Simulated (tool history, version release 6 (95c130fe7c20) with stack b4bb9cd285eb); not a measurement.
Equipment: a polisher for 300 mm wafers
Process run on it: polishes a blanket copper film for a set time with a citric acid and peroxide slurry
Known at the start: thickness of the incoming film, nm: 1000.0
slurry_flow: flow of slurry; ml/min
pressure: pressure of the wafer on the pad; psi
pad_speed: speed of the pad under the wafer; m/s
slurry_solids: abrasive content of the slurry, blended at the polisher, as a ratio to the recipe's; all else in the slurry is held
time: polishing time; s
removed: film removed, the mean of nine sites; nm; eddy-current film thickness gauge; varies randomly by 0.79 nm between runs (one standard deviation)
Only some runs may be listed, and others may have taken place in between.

run  hour  slurry_flow  pressure  pad_speed  slurry_solids  time  removed
  1     0          155       3.4       0.98              1    49   115.65
  2   7.1          155       3.4       0.98            0.9    49   112.67
  3   8.5          155       3.2       0.98            0.9    49   106.97
  4  11.9          155       3.1       0.98            0.9    49   105.13
  5    15          185       3.1       0.98            0.9    49   107.65
  6  18.2          185       3.1       1.16            0.9    49   126.94
  7  26.2          185       2.9       1.14            0.9    49   118.69
  8  27.3          185       2.7       1.12            0.9    49   114.68

What does the tool deliver on the next run?
  9  29.3          185       2.6        1.1            0.9    49        ?

removed: 108.41 nm
